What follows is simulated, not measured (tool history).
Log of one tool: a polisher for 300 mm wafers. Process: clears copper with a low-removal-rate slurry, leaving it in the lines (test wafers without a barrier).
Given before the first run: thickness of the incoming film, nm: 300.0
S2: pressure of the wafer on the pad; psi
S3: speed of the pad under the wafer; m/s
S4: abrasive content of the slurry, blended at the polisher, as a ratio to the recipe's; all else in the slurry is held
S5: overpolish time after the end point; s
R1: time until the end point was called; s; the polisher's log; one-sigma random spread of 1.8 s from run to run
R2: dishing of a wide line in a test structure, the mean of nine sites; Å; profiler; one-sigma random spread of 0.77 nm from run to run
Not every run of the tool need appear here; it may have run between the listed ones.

{"run": 1, "hour": 0.0, "flow of slurry (ml/min)": 305, "S2": 2.2, "S3": 1.3, "S4": 1.0, "S5": 24, "R1": 105.75, "R2": 402.35}
{"run": 2, "hour": 4.1, "flow of slurry (ml/min)": 305, "S2": 2.2, "S3": 1.3, "S4": 1.0, "S5": 30, "R1": 105.89, "R2": 480.43}
{"run": 3, "hour": 8.7, "flow of slurry (ml/min)": 305, "S2": 2.2, "S3": 1.3, "S4": 1.2, "S5": 30, "R1": 102.52, "R2": 480.07}
{"run": 4, "hour": 11.7, "flow of slurry (ml/min)": 305, "S2": 2.2, "S3": 1.3, "S4": 1.2, "S5": 39, "R1": 98.599, "R2": 579.84}
{"run": 5, "hour": 19.0, "flow of slurry (ml/min)": 305, "S2": 2.2, "S3": 1.18, "S4": 1.2, "S5": 39, "R1": 111.67, "R2": 563.69}
{"run": 6, "hour": 27.5, "flow of slurry (ml/min)": 305, "S2": 2.2, "S3": 1.2, "S4": 1.2, "S5": 34, "R1": 109.21, "R2": 493.2}
{"run": 7, "hour": 34.9, "flow of slurry (ml/min)": 305, "S2": 2.2, "S3": 1.22, "S4": 1.2, "S5": 30, "R1": 110.35, "R2": 485.4}
{"hour": 38.0, "done": "slurry blender recalibrated"}
{"run": 8, "hour": 38.0, "flow of slurry (ml/min)": 300, "S2": 2.2, "S3": 1.26, "S4": 1.15, "S5": 26, "R1": 96.507, "R2": 435.41}
{"run": 9, "hour": 45.3, "flow of slurry (ml/min)": 300, "S2": 2.1, "S3": 1.26, "S4": 1.15, "S5": 24, "R1": 103.94, "R2": 406.79}

The next listed run, before its measurement:
{"run": 10, "hour": 47.1, "flow of slurry (ml/min)": 300, "S2": 2.1, "S3": 1.26, "S4": 1.15, "S5": 22, "R1": "?", "R2": "?"}

Run 10 measured R1 101.810 s, R2 389.81 Å.
